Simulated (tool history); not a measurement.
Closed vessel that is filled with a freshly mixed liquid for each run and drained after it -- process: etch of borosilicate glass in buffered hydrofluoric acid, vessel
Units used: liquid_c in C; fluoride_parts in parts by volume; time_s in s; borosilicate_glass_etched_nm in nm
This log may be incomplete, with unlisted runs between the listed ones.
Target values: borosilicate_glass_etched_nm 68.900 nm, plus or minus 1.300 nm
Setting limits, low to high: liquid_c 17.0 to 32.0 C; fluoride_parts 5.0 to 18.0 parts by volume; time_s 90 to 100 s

run  hour  liquid_c  fluoride_parts  time_s  borosilicate_glass_etched_nm
  1   0.0      25.0            11.0      90                       127.100
  2   5.5      25.0            11.0     100                       141.830
  3   8.0      22.5            12.0     100                       112.480
  4  10.5      25.5            12.0     100                       132.640
  5  16.5      25.5            12.0     100                       132.240
  6  18.1      23.5            12.0     100                       119.820
  7  24.6      21.5            12.5     100                       102.910
  8  28.9      20.0            13.0     100                        90.864
  9  30.1      19.0            13.5     100                        83.591
 10  38.9      18.5            14.0     100                        78.623
 11  40.5      18.0            14.0     100                        76.160
 12  49.2      17.5            14.0     100                        73.686

Next run, 5 choices. One meets every target within its allowed miss, the rest don't. Which?
  A  57.9      17.5            15.0      95                             ?
  B  57.9      17.0            14.0     100                             ?
  C  57.9      17.5            13.0     100                             ?
  D  57.9      18.0            15.5      95                             ?
  E  57.9      17.0            14.0      95                             ?

move  borosilicate_glass_etched_nm
   A                        65.252
   B                        71.532
   C                        79.169
   D                        64.945
   E                        67.955
A: takes the biggest miss from the last run beyond its target
B: closes in on the targets versus the last run, not all within tolerance yet
C: further off than the last run
D: takes the biggest miss from the last run beyond its target
E: every result within its allowed miss
So the answer is move E, the one that meets all the targets.
